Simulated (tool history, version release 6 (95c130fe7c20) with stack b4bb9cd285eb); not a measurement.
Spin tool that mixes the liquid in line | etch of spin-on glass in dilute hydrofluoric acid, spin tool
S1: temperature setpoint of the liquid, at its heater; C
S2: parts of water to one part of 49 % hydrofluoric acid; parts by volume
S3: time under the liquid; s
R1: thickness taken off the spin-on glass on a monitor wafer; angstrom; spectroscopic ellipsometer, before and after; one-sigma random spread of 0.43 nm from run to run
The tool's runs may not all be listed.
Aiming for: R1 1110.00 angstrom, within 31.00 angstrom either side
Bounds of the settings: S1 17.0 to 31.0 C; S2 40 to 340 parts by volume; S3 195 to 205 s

run,hour,S1,S2,S3,R1
1,0.0,23.0,190,195,436.33
2,4.8,23.0,160,195,537.70
3,10.0,25.0,145,195,653.85
4,15.3,26.5,135,195,748.33
5,16.0,26.5,110,195,947.23
6,18.5,27.5,110,195,986.70
7,23.8,28.0,110,195,1008.20
8,27.3,28.5,110,195,1028.70
9,29.3,29.0,110,195,1042.50
10,37.9,29.5,110,195,1068.70

Exercise: of the 4 proposed moves below, exactly one satisfies all targets within the stated allowed misses. Which move is it?
A,46.5,28.0,115,205,?
B,46.5,28.5,110,195,?
C,46.5,27.5,105,195,?
D,46.5,30.0,110,200,?

move,R1
A,1008.10
B,1028.50
C,1044.20
D,1115.80
A: misses by more than the last run did
B: misses by more than the last run did
C: misses by more than the last run did
D: in spec on every target
Correct choice: D, which meets every target
